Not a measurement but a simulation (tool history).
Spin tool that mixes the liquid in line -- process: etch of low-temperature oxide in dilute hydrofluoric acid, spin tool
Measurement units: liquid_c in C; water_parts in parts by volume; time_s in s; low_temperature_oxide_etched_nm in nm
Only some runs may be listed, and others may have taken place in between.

| run | day | liquid_c | water_parts | time_s | low_temperature_oxide_etched_nm |
|---|---|---|---|---|---|
| 1 | 0 | 24 | 240 | 25 | 1.8712 |
| 2 | 0.079 | 25 | 235 | 25 | 1.9849 |
| 3 | 0.429 | 27 | 235 | 25 | 2.1458 |
| 4 | 0.529 | 27 | 315 | 25 | 1.4725 |
| 5 | 0.883 | 27 | 230 | 25 | 2.1961 |
|  | 1.05 | hydrofluoric acid flow meter replaced |
| 6 | 1.05 | 27.5 | 230 | 25 | 2.398 |

Run 7 has not been measured yet. What should we expect?
| 7 | 1.408 | 28 | 230 | 25 | ? |

Run 7 measured low_temperature_oxide_etched_nm 2.4209 nm.

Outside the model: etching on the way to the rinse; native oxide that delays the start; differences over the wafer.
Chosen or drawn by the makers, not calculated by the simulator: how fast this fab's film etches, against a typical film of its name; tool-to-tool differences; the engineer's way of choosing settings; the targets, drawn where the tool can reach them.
